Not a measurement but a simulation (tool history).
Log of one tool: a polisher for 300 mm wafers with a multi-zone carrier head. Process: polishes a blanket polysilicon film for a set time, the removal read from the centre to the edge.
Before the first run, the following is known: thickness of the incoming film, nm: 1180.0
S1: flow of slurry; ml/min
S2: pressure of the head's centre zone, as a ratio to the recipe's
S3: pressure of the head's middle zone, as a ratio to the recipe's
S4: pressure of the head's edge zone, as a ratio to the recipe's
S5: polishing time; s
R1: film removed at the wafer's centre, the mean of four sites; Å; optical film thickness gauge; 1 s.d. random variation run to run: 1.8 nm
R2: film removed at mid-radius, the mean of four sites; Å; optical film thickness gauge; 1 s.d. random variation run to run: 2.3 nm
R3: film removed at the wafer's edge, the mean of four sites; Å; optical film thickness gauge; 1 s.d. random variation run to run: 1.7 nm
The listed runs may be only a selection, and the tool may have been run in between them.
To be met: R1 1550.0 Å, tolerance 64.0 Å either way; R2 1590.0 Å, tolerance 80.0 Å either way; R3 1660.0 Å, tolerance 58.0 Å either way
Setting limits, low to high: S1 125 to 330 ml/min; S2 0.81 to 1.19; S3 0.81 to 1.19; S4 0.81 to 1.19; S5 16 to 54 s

run	day	S1	S2	S3	S4	S5	R1	R2	R3
1	0.000	210	1.00	1.00	1.00	35	2006.5	2043.5	2071.8
2	0.046	210	1.00	1.06	1.00	35	1993.2	2164.2	2082.3
3	0.367	205	0.99	1.03	0.98	34	1904.3	2019.7	1933.0
4	0.429	205	0.91	1.03	0.98	34	1744.5	2013.0	1980.3
5	0.492	200	0.90	1.00	0.96	34	1749.3	1927.2	1947.3
6	0.733	195	0.89	0.99	0.94	34	1731.9	1899.8	1896.1
7	1.021	190	0.88	0.97	0.93	34	1680.5	1854.3	1925.0
8	1.362	190	0.88	0.96	0.92	33	1618.1	1831.1	1851.4
9	1.588	185	0.89	0.94	0.91	32	1589.4	1723.1	1756.0

4 candidate next runs follow, results not yet known. Just one meets every target within its allowed miss. Identify it.
A	1.812	195	0.88	0.88	0.83	31	?	?	?
B	1.812	160	0.89	0.83	1.06	34	?	?	?
C	1.812	190	0.86	1.00	0.91	34	?	?	?
D	1.812	160	0.91	0.81	0.98	32	?	?	?

move	R1	R2	R3
A	1552.4	1634.3	1660.0
B	1651.7	1647.1	1973.9
C	1656.8	1982.1	1883.5
D	1589.5	1520.2	1792.8
A: every result lands within tolerance
B: corrects the largest miss of the last run, while another result sits out of spec
C: its largest miss is bigger than the last run's
D: corrects the largest miss of the last run, while another result sits out of spec
A meets every target.
